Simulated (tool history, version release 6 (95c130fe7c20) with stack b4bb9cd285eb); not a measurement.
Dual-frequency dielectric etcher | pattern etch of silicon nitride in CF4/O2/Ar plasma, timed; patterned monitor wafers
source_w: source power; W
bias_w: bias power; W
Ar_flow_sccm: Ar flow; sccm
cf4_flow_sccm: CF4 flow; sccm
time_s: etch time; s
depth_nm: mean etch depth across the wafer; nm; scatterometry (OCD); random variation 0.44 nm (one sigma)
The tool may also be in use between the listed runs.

run  hour  source_w  bias_w  Ar_flow_sccm  cf4_flow_sccm  time_s  depth_nm
  1     0       550      41           140            138      72    139.41
  2   8.3       550      41           140            150      72    141.56
  3   9.2       570      41           140            150      72    143.76
  4  14.1       570      41           140            150    66.5    132.82
  5    16       570      41           140            137    66.5    130.64
  6  23.8       570      41           123            137    66.5    134.75
  7  30.1       680      43           121            138    66.5    149.94
  8    38       690      43           120            139    66.5    151.02

The next listed run, before its measurement:
  9  40.2       700      43           119            140    66.5         ?

depth_nm: 153.15 nm
